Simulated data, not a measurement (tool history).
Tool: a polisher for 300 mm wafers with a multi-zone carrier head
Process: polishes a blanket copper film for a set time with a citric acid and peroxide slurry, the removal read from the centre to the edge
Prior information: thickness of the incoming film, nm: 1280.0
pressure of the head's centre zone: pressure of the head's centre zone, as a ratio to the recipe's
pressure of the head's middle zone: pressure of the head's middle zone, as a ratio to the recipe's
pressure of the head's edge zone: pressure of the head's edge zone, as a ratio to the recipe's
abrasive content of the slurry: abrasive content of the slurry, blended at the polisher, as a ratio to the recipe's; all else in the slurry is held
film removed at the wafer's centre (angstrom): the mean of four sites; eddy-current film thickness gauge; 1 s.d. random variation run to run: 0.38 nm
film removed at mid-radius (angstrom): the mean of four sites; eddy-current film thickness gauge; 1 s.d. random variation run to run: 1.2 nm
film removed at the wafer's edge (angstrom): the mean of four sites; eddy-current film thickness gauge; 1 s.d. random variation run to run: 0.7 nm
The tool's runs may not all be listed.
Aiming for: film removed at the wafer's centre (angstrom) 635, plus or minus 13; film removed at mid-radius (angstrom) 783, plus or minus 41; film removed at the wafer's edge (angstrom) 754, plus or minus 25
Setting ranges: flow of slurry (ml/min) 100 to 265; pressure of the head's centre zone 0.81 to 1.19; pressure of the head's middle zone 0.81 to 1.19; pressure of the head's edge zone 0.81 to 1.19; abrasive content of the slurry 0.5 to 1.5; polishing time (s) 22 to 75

| run | day | flow of slurry (ml/min) | pressure of the head's centre zone | pressure of the head's middle zone | pressure of the head's edge zone | abrasive content of the slurry | polishing time (s) | film removed at the wafer's centre (angstrom) | film removed at mid-radius (angstrom) | film removed at the wafer's edge (angstrom) |
|---|---|---|---|---|---|---|---|---|---|---|
| 1 | 0 | 170 | 1 | 1 | 1 | 1 | 48 | 768.2 | 753.31 | 764.12 |
| 2 | 0.062 | 165 | 0.98 | 1.01 | 1 | 1 | 48 | 751.4 | 768.79 | 769.97 |
| 3 | 0.329 | 165 | 0.98 | 0.98 | 1 | 1 | 48 | 747.08 | 768.66 | 769.98 |
| 4 | 0.504 | 160 | 0.97 | 0.98 | 1 | 1 | 48 | 746.54 | 750.09 | 752.31 |
| 5 | 0.6 | 155 | 0.95 | 0.99 | 1.01 | 1 | 48 | 732.81 | 754.59 | 756.78 |
| 6 | 0.667 | 155 | 0.93 | 1 | 1.02 | 1 | 48 | 719.66 | 753.14 | 756.22 |
| 7 | 0.879 | 155 | 0.92 | 1.02 | 1.03 | 1 | 48 | 717.14 | 781.95 | 765.16 |
| 8 | 1.221 | 105 | 0.83 | 1.05 | 1.05 | 1 | 48 | 581.57 | 708.86 | 723.63 |
| 9 | 1.3 | 105 | 0.83 | 1.05 | 1.05 | 1 | 48 | 584.2 | 718.71 | 727.61 |
| 10 | 1.383 | 110 | 0.83 | 1.05 | 1.05 | 1 | 48 | 589.6 | 722.16 | 727 |
| 11 | 1.746 | 115 | 0.83 | 1.05 | 1.05 | 1 | 48 | 598.14 | 749.36 | 738.27 |
| 12 | 2.117 | 120 | 0.83 | 1.05 | 1.05 | 1 | 48 | 611.55 | 752.82 | 746.24 |

Pick the move, out of 4, that brings all results within their allowed miss; only one does.
| A | 2.488 | 125 | 0.81 | 1.04 | 0.95 | 0.85 | 49 | ? | ? | ? |
| B | 2.488 | 100 | 0.93 | 0.92 | 1.17 | 0.9 | 51 | ? | ? | ? |
| C | 2.488 | 155 | 0.88 | 0.98 | 1.05 | 1.1 | 44 | ? | ? | ? |
| D | 2.488 | 175 | 0.82 | 1.05 | 1.07 | 1 | 46 | ? | ? | ? |

| move | film removed at the wafer's centre (angstrom) | film removed at mid-radius (angstrom) | film removed at the wafer's edge (angstrom) |
|---|---|---|---|
| A | 602.33 | 736.59 | 715.23 |
| B | 651.08 | 651.46 | 782.67 |
| C | 640.08 | 693.49 | 726.92 |
| D | 639.3 | 773.19 | 764.66 |
A: misses by more than the last run did
B: takes the result that was furthest off past its target
C: brings the last run's worst result on target, with another outside its allowed miss
D: every result within its allowed miss
Correct choice: D, which meets every target
